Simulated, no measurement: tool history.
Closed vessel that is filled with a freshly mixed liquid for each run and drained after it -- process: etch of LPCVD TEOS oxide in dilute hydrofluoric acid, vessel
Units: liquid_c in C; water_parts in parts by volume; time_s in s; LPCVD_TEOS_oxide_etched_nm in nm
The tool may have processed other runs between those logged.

Run 1, hour 0.0: liquid_c 26.0 C, water_parts 150 parts by volume, time_s 95 s. Result: LPCVD_TEOS_oxide_etched_nm 37.610 nm.
Run 2, hour 6.8: liquid_c 24.0 C, water_parts 160 parts by volume, time_s 95 s. Result: LPCVD_TEOS_oxide_etched_nm 32.585 nm.
Run 3, hour 14.6: liquid_c 21.0 C, water_parts 160 parts by volume, time_s 95 s. Result: LPCVD_TEOS_oxide_etched_nm 29.203 nm.
Run 4, hour 21.8: liquid_c 21.0 C, water_parts 160 parts by volume, time_s 95 s. Result: LPCVD_TEOS_oxide_etched_nm 29.365 nm.
Run 5, hour 23.4: liquid_c 20.5 C, water_parts 170 parts by volume, time_s 95 s. Result: LPCVD_TEOS_oxide_etched_nm 26.455 nm.
Run 6, hour 31.4: liquid_c 20.0 C, water_parts 175 parts by volume, time_s 95 s. Result: LPCVD_TEOS_oxide_etched_nm 25.298 nm.

Predict the results of run 7:
Run 7, hour 34.3: liquid_c 20.0 C, water_parts 175 parts by volume, time_s 95 s. Result: LPCVD_TEOS_oxide_etched_nm ?.

LPCVD_TEOS_oxide_etched_nm: 25.443 nm
